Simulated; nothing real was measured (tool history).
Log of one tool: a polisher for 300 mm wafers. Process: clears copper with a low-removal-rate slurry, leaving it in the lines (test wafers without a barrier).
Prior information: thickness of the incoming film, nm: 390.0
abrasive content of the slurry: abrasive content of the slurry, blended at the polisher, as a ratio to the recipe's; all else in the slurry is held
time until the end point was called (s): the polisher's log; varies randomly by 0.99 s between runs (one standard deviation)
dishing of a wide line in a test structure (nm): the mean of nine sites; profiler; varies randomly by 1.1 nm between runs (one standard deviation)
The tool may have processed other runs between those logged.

run  hour  flow of slurry (ml/min)  pressure of the wafer on the pad (psi)  speed of the pad under the wafer (m/s)  abrasive content of the slurry  overpolish time after the end point (s)  time until the end point was called (s)  dishing of a wide line in a test structure (nm)
  1     0                      280                                     2.1                                    1.36                               1                                       27                                   117.65                                           54.079
  2   1.8                      280                                     2.2                                    1.36                               1                                       27                                   114.75                                           56.383
  3   4.3                      280                                     2.3                                    1.36                               1                                       27                                   112.98                                            56.84
  4    10                      280                                     2.4                                    1.36                               1                                       27                                    109.3                                           57.492
  5  18.9                      280                                     2.5                                    1.36                               1                                       27                                   108.46                                           58.169
  6    21                      280                                     2.5                                    1.36                               1                                       31                                   106.51                                           64.778
     27.1  -- head pressure recalibrated
  7  27.1                      280                                     2.7                                    1.38                               1                                       30                                   107.69                                           65.078

Run 8 is up next; what results do you expect?
  8  28.5                      280                                     2.7                                     1.4                               1                                       30                                        ?                                                ?

Run 8 gave time until the end point was called (s) 106.37, dishing of a wide line in a test structure (nm) 64.688.
